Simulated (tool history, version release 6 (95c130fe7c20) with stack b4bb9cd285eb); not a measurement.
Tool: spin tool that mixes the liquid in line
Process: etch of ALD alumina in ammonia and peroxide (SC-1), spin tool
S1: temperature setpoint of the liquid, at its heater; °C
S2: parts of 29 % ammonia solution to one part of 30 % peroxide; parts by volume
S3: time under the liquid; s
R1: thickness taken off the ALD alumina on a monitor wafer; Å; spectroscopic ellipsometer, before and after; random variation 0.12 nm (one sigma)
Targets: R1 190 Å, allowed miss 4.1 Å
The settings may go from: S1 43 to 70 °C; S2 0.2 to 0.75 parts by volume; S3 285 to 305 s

run	hour	S1	S2	S3	R1
1	0	59	0.45	285	223.69
2	1.4	59	0.35	285	220.09
3	2.2	58.5	0.35	285	214.26
4	4.8	58.5	0.35	305	230.19
5	10.4	58.5	0.35	285	213.88
6	16.6	58.5	0.35	285	212.12
7	20.4	58	0.35	285	207.68
8	23.5	57.5	0.35	285	203.8
9	24.1	57.5	0.35	285	201.21
10	31.6	57	0.35	285	198.66

5 next moves are on the table. One of them brings every result within its allowed miss. Which?
A	39.1	56	0.5	305	?
B	39.1	54.5	0.45	305	?
C	39.1	57.5	0.25	290	?
D	39.1	58	0.35	285	?
E	39.1	56.5	0.2	285	?

move	R1
A	207.49
B	189.72
C	199.89
D	208.16
E	182.5
A: further off than the last run
B: meets every target
C: further off than the last run
D: further off than the last run
E: takes the result that was furthest off past its target
Answer: B
